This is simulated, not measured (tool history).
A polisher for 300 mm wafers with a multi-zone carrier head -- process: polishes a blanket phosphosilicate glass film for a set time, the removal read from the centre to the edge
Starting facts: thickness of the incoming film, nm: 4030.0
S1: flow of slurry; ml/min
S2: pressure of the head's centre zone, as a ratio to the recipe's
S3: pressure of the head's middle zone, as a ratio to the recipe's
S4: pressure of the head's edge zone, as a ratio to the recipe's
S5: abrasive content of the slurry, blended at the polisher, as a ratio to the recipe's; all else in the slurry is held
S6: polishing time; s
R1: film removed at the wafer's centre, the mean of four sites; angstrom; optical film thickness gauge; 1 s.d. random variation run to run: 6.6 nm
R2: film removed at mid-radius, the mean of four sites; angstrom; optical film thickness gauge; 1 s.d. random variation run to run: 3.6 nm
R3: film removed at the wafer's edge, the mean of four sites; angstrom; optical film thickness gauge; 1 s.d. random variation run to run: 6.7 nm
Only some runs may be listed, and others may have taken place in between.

{"run": 1, "hour": 0.0, "S1": 300, "S2": 1, "S3": 1, "S4": 1, "S5": 1, "S6": 35, "R1": 4947.6, "R2": 5083.7, "R3": 4922.4}
{"run": 2, "hour": 6.1, "S1": 300, "S2": 1.01, "S3": 0.98, "S4": 1, "S5": 1, "S6": 35, "R1": 5064.4, "R2": 5005, "R3": 5037.6}
{"run": 3, "hour": 9.2, "S1": 300, "S2": 1.02, "S3": 0.97, "S4": 0.99, "S5": 1, "S6": 35, "R1": 4949, "R2": 4916.2, "R3": 4856.2}
{"run": 4, "hour": 15.3, "S1": 300, "S2": 1.02, "S3": 0.97, "S4": 0.99, "S5": 1, "S6": 28, "R1": 3924, "R2": 3933.8, "R3": 3937.8}
{"run": 5, "hour": 16.1, "S1": 300, "S2": 1.04, "S3": 0.97, "S4": 1.01, "S5": 1, "S6": 28, "R1": 4066.1, "R2": 3953, "R3": 3987.3}
{"run": 6, "hour": 23.9, "S1": 300, "S2": 1.04, "S3": 1.01, "S4": 1.01, "S5": 1, "S6": 28, "R1": 4060.7, "R2": 4053.8, "R3": 3982.7}
{"run": 7, "hour": 25.8, "S1": 300, "S2": 1.06, "S3": 1.01, "S4": 1.03, "S5": 1, "S6": 28, "R1": 4171.7, "R2": 4141.1, "R3": 3915}
{"run": 8, "hour": 27.6, "S1": 300, "S2": 1.07, "S3": 0.99, "S4": 1.04, "S5": 1.05, "S6": 28, "R1": 4383.1, "R2": 4113.4, "R3": 4071}

Run 9 has not been measured yet. What should we expect?
{"run": 9, "hour": 34.4, "S1": 315, "S2": 1.14, "S3": 0.98, "S4": 1.14, "S5": 1.2, "S6": 28, "R1": "?", "R2": "?", "R3": "?"}

R1: 4806.2 angstrom
R2: 4312.1 angstrom
R3: 4515.1 angstrom
